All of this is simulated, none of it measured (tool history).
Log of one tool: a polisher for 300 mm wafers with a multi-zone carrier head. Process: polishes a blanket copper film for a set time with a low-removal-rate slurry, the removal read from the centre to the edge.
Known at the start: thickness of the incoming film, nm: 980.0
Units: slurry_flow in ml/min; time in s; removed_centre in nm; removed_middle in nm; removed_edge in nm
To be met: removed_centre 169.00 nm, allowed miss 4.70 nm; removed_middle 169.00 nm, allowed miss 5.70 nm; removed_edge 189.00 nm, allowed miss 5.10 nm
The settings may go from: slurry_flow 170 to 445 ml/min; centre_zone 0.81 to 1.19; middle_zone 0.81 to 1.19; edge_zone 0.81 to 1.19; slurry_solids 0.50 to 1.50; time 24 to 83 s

run,hour,slurry_flow,centre_zone,middle_zone,edge_zone,slurry_solids,time,removed_centre,removed_middle,removed_edge
1,0.0,285,1.00,1.00,1.00,1.00,53,135.37,135.77,137.85
2,7.6,285,1.05,1.00,1.00,1.00,53,140.29,137.77,137.71
3,14.8,285,1.05,1.00,1.00,1.00,60,158.89,157.62,157.73
4,22.5,285,1.05,1.00,1.04,1.00,60,159.51,156.60,161.34
5,31.1,290,1.05,1.00,1.07,1.05,60,161.54,154.11,165.28
6,38.7,330,1.05,1.00,1.07,1.05,60,164.73,161.74,164.21
7,45.3,265,1.01,1.01,1.17,1.30,61,160.94,167.36,178.01
8,48.0,265,1.01,1.00,1.17,1.35,61,164.38,167.48,181.88

Which of these 4 next moves meets every target?
A,50.7,280,0.97,0.97,1.17,1.45,58,?,?,?
B,50.7,295,0.94,0.96,1.16,1.15,64,?,?,?
C,50.7,245,1.02,0.98,1.19,1.30,64,?,?,?
D,50.7,230,1.07,0.97,1.09,1.30,62,?,?,?

move,removed_centre,removed_middle,removed_edge
A,153.37,154.94,174.03
B,158.06,163.33,183.96
C,171.25,166.13,187.44
D,172.38,158.15,172.45
A: further off than the last run
B: brings the result that was furthest off to its target, and leaves another outside
C: meets every target
D: further off than the last run
Move C is the one to make.
